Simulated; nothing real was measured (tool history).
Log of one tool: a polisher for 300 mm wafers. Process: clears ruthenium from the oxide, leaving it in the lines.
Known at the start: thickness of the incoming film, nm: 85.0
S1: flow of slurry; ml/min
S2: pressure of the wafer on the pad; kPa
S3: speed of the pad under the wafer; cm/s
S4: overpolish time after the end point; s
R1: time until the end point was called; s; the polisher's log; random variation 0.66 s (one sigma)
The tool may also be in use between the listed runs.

run  hour   S1    S2  S3  S4      R1
  1     0  160  13.8  98  21  82.761
  2     5  160  10.3  98  21  97.757
  3  12.2  130  10.3  98  21  103.66
  4  13.5  130  10.3  98  21  99.535
  5  16.9  130  11.7  98  21  93.339
  6  19.8  130  13.1  98  21  88.639
  7  25.8  135  14.5  98  21  80.365
  8  30.3  135  15.2  98  21  79.447
  9  37.9  135  15.2  98  21   77.67
 10    46  135  15.9  98  21  75.852
 11  52.9  135  16.5  98  21  71.784
 12  57.8  135  17.2  98  21  71.077
 13  66.3  135  17.9  98  21  69.351

Run 14 comes next. What will it give?
 14  72.6  135  18.6  98  21   ?

Run 14 gave R1 68.354 s.
